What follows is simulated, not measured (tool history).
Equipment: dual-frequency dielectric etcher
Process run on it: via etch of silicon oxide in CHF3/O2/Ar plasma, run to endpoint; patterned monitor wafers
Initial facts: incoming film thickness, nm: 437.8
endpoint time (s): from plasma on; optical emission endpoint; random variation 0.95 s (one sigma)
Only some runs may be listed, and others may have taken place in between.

| run | hour | source power (kW) | bias power (kW) | endpoint time (s) |
|---|---|---|---|---|
| 1 | 0 | 0.52 | 0.218 | 220.35 |
| 2 | 0.6 | 0.49 | 0.216 | 227.45 |
| 3 | 1.8 | 0.56 | 0.216 | 214.25 |
| 4 | 4.2 | 0.56 | 0.199 | 220.29 |
| 5 | 11.1 | 0.56 | 0.171 | 231.2 |
| 6 | 12.7 | 0.56 | 0.202 | 218.5 |
| 7 | 14.7 | 0.53 | 0.201 | 224.65 |
| 8 | 15.8 | 0.51 | 0.2 | 229.34 |
| 9 | 16.9 | 0.49 | 0.199 | 236.3 |
| 10 | 20.7 | 0.48 | 0.199 | 239.11 |

Expected results for the next run?
| 11 | 27 | 0.44 | 0.196 | ? |

Run 11 yielded endpoint time (s) 252.02.
